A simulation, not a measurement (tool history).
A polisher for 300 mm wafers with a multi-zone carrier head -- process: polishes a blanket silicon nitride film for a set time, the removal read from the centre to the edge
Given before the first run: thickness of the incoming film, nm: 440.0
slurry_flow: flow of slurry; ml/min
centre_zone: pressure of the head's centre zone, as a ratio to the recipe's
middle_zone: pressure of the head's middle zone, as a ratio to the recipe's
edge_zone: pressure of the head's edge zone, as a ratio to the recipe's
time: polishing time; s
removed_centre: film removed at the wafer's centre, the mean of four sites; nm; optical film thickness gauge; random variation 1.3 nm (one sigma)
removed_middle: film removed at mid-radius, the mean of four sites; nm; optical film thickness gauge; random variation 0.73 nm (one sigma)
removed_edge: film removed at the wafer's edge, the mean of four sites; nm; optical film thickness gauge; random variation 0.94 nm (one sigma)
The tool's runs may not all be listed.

run	hour	slurry_flow	centre_zone	middle_zone	edge_zone	time	removed_centre	removed_middle	removed_edge
1	0.0	240	1.00	1.00	1.00	37	80.567	87.718	91.003
2	6.2	240	1.00	1.00	0.95	37	81.486	87.370	89.626
3	7.0	255	1.03	1.02	0.96	38	85.363	91.799	91.621
4	12.8	255	1.03	1.05	0.96	38	85.523	94.441	91.824
5	16.9	255	1.00	1.05	0.96	38	82.837	95.407	92.128
6	22.7	260	1.03	1.05	0.96	40	91.783	100.680	96.643
7	28.7	265	1.06	1.05	0.98	41	96.601	102.400	101.070

What will run 8 give?
8	30.3	275	1.08	1.06	0.98	42	?	?	?

Run 8 measured removed_centre 99.577 nm, removed_middle 107.770 nm, removed_edge 104.740 nm.
